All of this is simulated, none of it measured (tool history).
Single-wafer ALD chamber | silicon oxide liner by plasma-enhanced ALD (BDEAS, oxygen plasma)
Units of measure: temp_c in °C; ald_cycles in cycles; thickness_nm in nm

| run | hour | temp_c | ald_cycles | thickness_nm |
|---|---|---|---|---|
| 1 | 0 | 325 | 54 | 5.088 |
| 2 | 3.3 | 325 | 59 | 5.5998 |
| 3 | 7.1 | 324 | 61 | 5.7749 |
| 4 | 15.4 | 315 | 61 | 5.8781 |
| 5 | 21.5 | 315 | 68 | 6.5025 |
| 6 | 26 | 305 | 68 | 6.6042 |
| 7 | 27.8 | 306 | 67 | 6.5244 |

Run 8 is up next; what results do you expect?
| 8 | 32 | 307 | 66 | ? |

thickness_nm: 6.412 nm
